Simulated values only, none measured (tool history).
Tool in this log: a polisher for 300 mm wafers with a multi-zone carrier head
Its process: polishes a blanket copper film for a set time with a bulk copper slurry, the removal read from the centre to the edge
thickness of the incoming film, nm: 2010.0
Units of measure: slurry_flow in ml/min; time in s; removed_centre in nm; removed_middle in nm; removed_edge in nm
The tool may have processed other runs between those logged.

| run | day | slurry_flow | centre_zone | middle_zone | edge_zone | slurry_solids | time | removed_centre | removed_middle | removed_edge |
|---|---|---|---|---|---|---|---|---|---|---|
| 1 | 0 | 155 | 1 | 1 | 1 | 1 | 49 | 717.22 | 713.77 | 731.76 |
| 2 | 0.262 | 170 | 1.03 | 1.04 | 1 | 1.05 | 49 | 758.9 | 749.38 | 737.72 |
| 3 | 0.483 | 200 | 1.03 | 1.04 | 1 | 1.05 | 49 | 780.04 | 773.71 | 753.81 |
| 4 | 0.675 | 205 | 1.05 | 1.07 | 1 | 1.1 | 49 | 807.88 | 800.08 | 762.35 |
| 5 | 1.008 | 205 | 1.05 | 1.07 | 1 | 1.3 | 49 | 842.47 | 833.5 | 792.79 |
| 6 | 1.15 | 225 | 1.05 | 1.07 | 1 | 1.3 | 49 | 843.45 | 840.32 | 793.81 |

For run 7, what comes out?
| 7 | 1.188 | 225 | 1.07 | 1.09 | 1 | 1.3 | 49 | ? | ? | ? |

{"run 7": {"removed_centre": 847.14, "removed_middle": 855.61, "removed_edge": 795.32}}
